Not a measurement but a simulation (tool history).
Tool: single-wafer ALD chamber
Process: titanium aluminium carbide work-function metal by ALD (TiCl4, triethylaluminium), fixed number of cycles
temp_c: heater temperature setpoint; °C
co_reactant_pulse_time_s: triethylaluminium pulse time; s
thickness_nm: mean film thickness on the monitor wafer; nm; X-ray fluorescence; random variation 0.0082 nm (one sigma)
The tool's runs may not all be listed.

run  hour  temp_c  co_reactant_pulse_time_s  thickness_nm
  1   0.0     305                      8.99        1.8336
  2   7.9     300                      8.07        1.7628
  3  12.5     300                     10.66        1.8093
  4  16.8     300                     11.56        1.8242
  5  25.5     296                     10.31        1.7783
  6  27.0     293                      8.86        1.7477
  7  35.6     290                      7.61        1.6658
  8  43.3     288                      7.27        1.6389
  9  47.5     286                      7.04        1.6364

Forecast run 10:
 10  52.4     285                      6.60             ?

thickness_nm: 1.6272 nm

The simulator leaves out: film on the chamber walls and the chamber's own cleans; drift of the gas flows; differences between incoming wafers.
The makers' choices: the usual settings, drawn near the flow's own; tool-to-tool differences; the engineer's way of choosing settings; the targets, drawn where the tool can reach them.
